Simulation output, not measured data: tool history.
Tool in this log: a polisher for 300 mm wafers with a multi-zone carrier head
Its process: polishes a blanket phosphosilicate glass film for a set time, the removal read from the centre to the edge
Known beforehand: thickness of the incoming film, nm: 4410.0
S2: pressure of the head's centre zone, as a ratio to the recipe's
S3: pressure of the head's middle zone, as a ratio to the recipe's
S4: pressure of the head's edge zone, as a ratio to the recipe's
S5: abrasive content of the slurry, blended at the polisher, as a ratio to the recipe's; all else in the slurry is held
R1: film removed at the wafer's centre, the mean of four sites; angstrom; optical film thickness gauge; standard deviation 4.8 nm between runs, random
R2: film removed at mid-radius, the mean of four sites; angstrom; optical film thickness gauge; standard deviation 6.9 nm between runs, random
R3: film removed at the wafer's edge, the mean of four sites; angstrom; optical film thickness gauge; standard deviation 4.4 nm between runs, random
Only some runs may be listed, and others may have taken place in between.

Run 1, day 0.000: flow of slurry (ml/min) 145, S2 1.00, S3 1.00, S4 1.00, S5 1.00, polishing time (s) 78. Result: R1 9641.9 angstrom, R2 9732.9 angstrom, R3 9964.6 angstrom.
Run 2, day 0.212: flow of slurry (ml/min) 140, S2 0.99, S3 0.99, S4 0.97, S5 0.90, polishing time (s) 72. Result: R1 8436.6 angstrom, R2 8543.0 angstrom, R3 8608.8 angstrom.
Run 3, day 0.417: flow of slurry (ml/min) 135, S2 0.97, S3 0.97, S4 0.94, S5 0.80, polishing time (s) 68. Result: R1 7446.0 angstrom, R2 7544.2 angstrom, R3 7647.9 angstrom.
Run 4, day 0.721: flow of slurry (ml/min) 120, S2 0.97, S3 0.97, S4 0.94, S5 0.80, polishing time (s) 68. Result: R1 7225.7 angstrom, R2 7373.7 angstrom, R3 7512.1 angstrom.
Run 5, day 0.946: flow of slurry (ml/min) 120, S2 0.97, S3 0.97, S4 0.94, S5 0.65, polishing time (s) 68. Result: R1 6761.4 angstrom, R2 6680.0 angstrom, R3 6917.0 angstrom.
Run 6, day 1.288: flow of slurry (ml/min) 115, S2 0.96, S3 0.97, S4 0.92, S5 0.60, polishing time (s) 65. Result: R1 6108.4 angstrom, R2 6207.4 angstrom, R3 6264.3 angstrom.
Run 7, day 1.517: flow of slurry (ml/min) 110, S2 0.95, S3 0.96, S4 0.90, S5 0.60, polishing time (s) 64. Result: R1 5840.6 angstrom, R2 6032.0 angstrom, R3 6014.7 angstrom.
Run 8, day 1.767: flow of slurry (ml/min) 105, S2 0.94, S3 0.94, S4 0.88, S5 0.60, polishing time (s) 64. Result: R1 5702.7 angstrom, R2 5946.1 angstrom, R3 6033.1 angstrom.
Run 9, day 1.996: flow of slurry (ml/min) 105, S2 0.94, S3 0.93, S4 0.87, S5 0.60, polishing time (s) 63. Result: R1 5524.2 angstrom, R2 5701.2 angstrom, R3 5932.2 angstrom.

What does the tool deliver on the next run?
At day 2.212: slurry nozzle cleaned.
Run 10, day 2.212: flow of slurry (ml/min) 105, S2 0.95, S3 0.93, S4 0.86, S5 0.60, polishing time (s) 63. Result: R1 ?, R2 ?, R3 ?.

R1: 6125.8 angstrom
R2: 5996.3 angstrom
R3: 6154.2 angstrom
